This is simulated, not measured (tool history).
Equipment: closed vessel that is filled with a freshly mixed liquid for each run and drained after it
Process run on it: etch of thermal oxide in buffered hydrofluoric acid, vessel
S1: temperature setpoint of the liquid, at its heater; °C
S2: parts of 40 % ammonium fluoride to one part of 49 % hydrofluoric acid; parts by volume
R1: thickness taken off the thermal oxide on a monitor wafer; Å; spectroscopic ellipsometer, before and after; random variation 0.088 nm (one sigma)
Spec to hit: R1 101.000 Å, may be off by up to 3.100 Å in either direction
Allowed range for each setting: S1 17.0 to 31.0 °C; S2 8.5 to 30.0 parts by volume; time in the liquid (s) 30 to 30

Run 1, hour 0.0: S1 23.0 °C, S2 23.0 parts by volume, time in the liquid (s) 30. Result: R1 134.020 Å.
Run 2, hour 8.3: S1 22.0 °C, S2 23.0 parts by volume, time in the liquid (s) 30. Result: R1 129.350 Å.
Run 3, hour 12.9: S1 21.0 °C, S2 23.0 parts by volume, time in the liquid (s) 30. Result: R1 120.980 Å.
Run 4, hour 14.0: S1 20.5 °C, S2 23.0 parts by volume, time in the liquid (s) 30. Result: R1 118.820 Å.
Run 5, hour 20.9: S1 23.5 °C, S2 23.0 parts by volume, time in the liquid (s) 30. Result: R1 138.970 Å.
Run 6, hour 21.8: S1 23.5 °C, S2 18.5 parts by volume, time in the liquid (s) 30. Result: R1 165.480 Å.
Run 7, hour 28.9: S1 22.5 °C, S2 19.0 parts by volume, time in the liquid (s) 30. Result: R1 151.950 Å.
Run 8, hour 35.1: S1 21.5 °C, S2 19.5 parts by volume, time in the liquid (s) 30. Result: R1 140.940 Å.
Run 9, hour 40.5: S1 21.0 °C, S2 20.0 parts by volume, time in the liquid (s) 30. Result: R1 132.230 Å.
Run 10, hour 47.4: S1 20.5 °C, S2 20.0 parts by volume, time in the liquid (s) 30. Result: R1 130.550 Å.
Run 11, hour 48.5: S1 17.0 °C, S2 23.5 parts by volume, time in the liquid (s) 30. Result: R1 94.420 Å.
Run 12, hour 52.3: S1 17.5 °C, S2 23.5 parts by volume, time in the liquid (s) 30. Result: R1 98.717 Å.

Exercise: of the 5 proposed moves below, exactly one satisfies all targets within the stated allowed misses. Which move is it?
Run A, hour 56.1: S1 19.0 °C, S2 25.0 parts by volume, time in the liquid (s) 30. Result: R1 ?.
Run B, hour 56.1: S1 18.0 °C, S2 26.5 parts by volume, time in the liquid (s) 30. Result: R1 ?.
Run C, hour 56.1: S1 17.0 °C, S2 24.0 parts by volume, time in the liquid (s) 30. Result: R1 ?.
Run D, hour 56.1: S1 17.0 °C, S2 25.0 parts by volume, time in the liquid (s) 30. Result: R1 ?.
Run E, hour 56.1: S1 17.0 °C, S2 26.0 parts by volume, time in the liquid (s) 30. Result: R1 ?.

move       R1
   A  102.300
   B   92.790
   C   93.826
   D   91.209
   E   88.762
A: hits every target within its allowed miss
B: moves away from the targets compared with the last run
C: moves away from the targets compared with the last run
D: moves away from the targets compared with the last run
E: moves away from the targets compared with the last run
Move A is the one to make.
